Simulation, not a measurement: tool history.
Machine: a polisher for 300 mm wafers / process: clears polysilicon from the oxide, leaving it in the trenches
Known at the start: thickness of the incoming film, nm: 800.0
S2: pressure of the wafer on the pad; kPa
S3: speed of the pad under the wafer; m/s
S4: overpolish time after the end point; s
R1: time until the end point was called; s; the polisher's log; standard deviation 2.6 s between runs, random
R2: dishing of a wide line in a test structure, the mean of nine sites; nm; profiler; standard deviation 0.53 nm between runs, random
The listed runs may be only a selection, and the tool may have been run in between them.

Run 1, hour 0: flow of slurry (ml/min) 315, S2 17.2 kPa, S3 0.88 m/s, S4 22 s. Result: R1 72.521 s, R2 45.717 nm.
Run 2, hour 3.9: flow of slurry (ml/min) 315, S2 13.8 kPa, S3 0.88 m/s, S4 22 s. Result: R1 89.589 s, R2 45.806 nm.
Run 3, hour 11.4: flow of slurry (ml/min) 315, S2 15.9 kPa, S3 0.88 m/s, S4 22 s. Result: R1 79.827 s, R2 46.313 nm.
Run 4, hour 19.5: flow of slurry (ml/min) 235, S2 15.9 kPa, S3 0.88 m/s, S4 22 s. Result: R1 82.696 s, R2 44.662 nm.
Run 5, hour 28.4: flow of slurry (ml/min) 225, S2 14.5 kPa, S3 0.82 m/s, S4 18 s. Result: R1 98.588 s, R2 43.874 nm.
Run 6, hour 33.8: flow of slurry (ml/min) 225, S2 14.5 kPa, S3 0.82 m/s, S4 24 s. Result: R1 94.185 s, R2 44.146 nm.
Run 7, hour 39: flow of slurry (ml/min) 215, S2 13.8 kPa, S3 0.74 m/s, S4 20 s. Result: R1 109.79 s, R2 44.19 nm.
Run 8, hour 43.8: flow of slurry (ml/min) 210, S2 12.4 kPa, S3 0.74 m/s, S4 17 s. Result: R1 123.01 s, R2 42.222 nm.
Run 9, hour 48.4: flow of slurry (ml/min) 205, S2 11 kPa, S3 0.76 m/s, S4 15 s. Result: R1 136.25 s, R2 39.19 nm.
Run 10, hour 56.2: flow of slurry (ml/min) 215, S2 8.3 kPa, S3 0.72 m/s, S4 19 s. Result: R1 191.12 s, R2 38.1 nm.
Run 11, hour 62.1: flow of slurry (ml/min) 210, S2 8.3 kPa, S3 0.72 m/s, S4 18 s. Result: R1 186.54 s, R2 37.385 nm.
Run 12, hour 68.2: flow of slurry (ml/min) 210, S2 8.3 kPa, S3 0.72 m/s, S4 18 s. Result: R1 181.67 s, R2 37.175 nm.
Run 13, hour 69.5: flow of slurry (ml/min) 210, S2 10.3 kPa, S3 0.72 m/s, S4 28 s. Result: R1 146.07 s, R2 44.393 nm.
Run 14, hour 74.4: flow of slurry (ml/min) 210, S2 9.7 kPa, S3 0.74 m/s, S4 26 s. Result: R1 159.81 s, R2 43.551 nm.
Run 15, hour 81.6: flow of slurry (ml/min) 210, S2 9.7 kPa, S3 0.76 m/s, S4 24 s. Result: R1 156.39 s, R2 42.592 nm.

What will run 16 give?
Run 16, hour 85.5: flow of slurry (ml/min) 210, S2 9.7 kPa, S3 0.76 m/s, S4 22 s. Result: R1 ?, R2 ?.

R1: 154.66 s
R2: 41.506 nm

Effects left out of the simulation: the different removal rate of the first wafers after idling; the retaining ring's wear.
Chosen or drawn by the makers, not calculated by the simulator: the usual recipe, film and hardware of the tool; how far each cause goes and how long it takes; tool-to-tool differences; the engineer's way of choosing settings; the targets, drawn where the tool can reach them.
